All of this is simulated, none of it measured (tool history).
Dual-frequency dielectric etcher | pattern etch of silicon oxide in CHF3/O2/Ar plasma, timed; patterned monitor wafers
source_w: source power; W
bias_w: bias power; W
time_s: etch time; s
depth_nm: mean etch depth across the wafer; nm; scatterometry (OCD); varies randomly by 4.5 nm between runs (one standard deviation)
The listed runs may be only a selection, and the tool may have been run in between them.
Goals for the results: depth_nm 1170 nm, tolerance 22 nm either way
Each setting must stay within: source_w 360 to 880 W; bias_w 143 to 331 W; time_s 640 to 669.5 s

Run 1, hour 0: source_w 620 W, bias_w 237 W, time_s 640 s. Result: depth_nm 1329.6 nm.
Run 2, hour 8.7: source_w 580 W, bias_w 235 W, time_s 640 s. Result: depth_nm 1283.7 nm.
Run 3, hour 15.7: source_w 580 W, bias_w 235 W, time_s 640 s. Result: depth_nm 1274.9 nm.
Run 4, hour 18.9: source_w 560 W, bias_w 234 W, time_s 640 s. Result: depth_nm 1251.7 nm.
Run 5, hour 26.3: source_w 550 W, bias_w 233 W, time_s 640 s. Result: depth_nm 1234.1 nm.
Run 6, hour 32.7: source_w 540 W, bias_w 233 W, time_s 640 s. Result: depth_nm 1219.9 nm.
Run 7, hour 41.4: source_w 470 W, bias_w 229 W, time_s 640 s. Result: depth_nm 1114.3 nm.
Run 8, hour 48.3: source_w 480 W, bias_w 229 W, time_s 640 s. Result: depth_nm 1137.4 nm.
Run 9, hour 53.8: source_w 490 W, bias_w 229 W, time_s 640 s. Result: depth_nm 1139.3 nm.

5 candidate next runs follow, results not yet known. Just one meets every target within its allowed miss. Identify it.
Run A, hour 59.3: source_w 490 W, bias_w 232 W, time_s 655.5 s. Result: depth_nm ?.
Run B, hour 59.3: source_w 410 W, bias_w 266 W, time_s 658.5 s. Result: depth_nm ?.
Run C, hour 59.3: source_w 420 W, bias_w 233 W, time_s 669.5 s. Result: depth_nm ?.
Run D, hour 59.3: source_w 500 W, bias_w 182 W, time_s 652.5 s. Result: depth_nm ?.
Run E, hour 59.3: source_w 490 W, bias_w 202 W, time_s 647 s. Result: depth_nm ?.

move  depth_nm
   A    1177.9
   B    1097.5
   C    1085.5
   D    1099.2
   E    1111.7
A: in spec on every target
B: the biggest miss grows against the last run
C: the biggest miss grows against the last run
D: the biggest miss grows against the last run
E: the biggest miss grows against the last run
The right move is A.
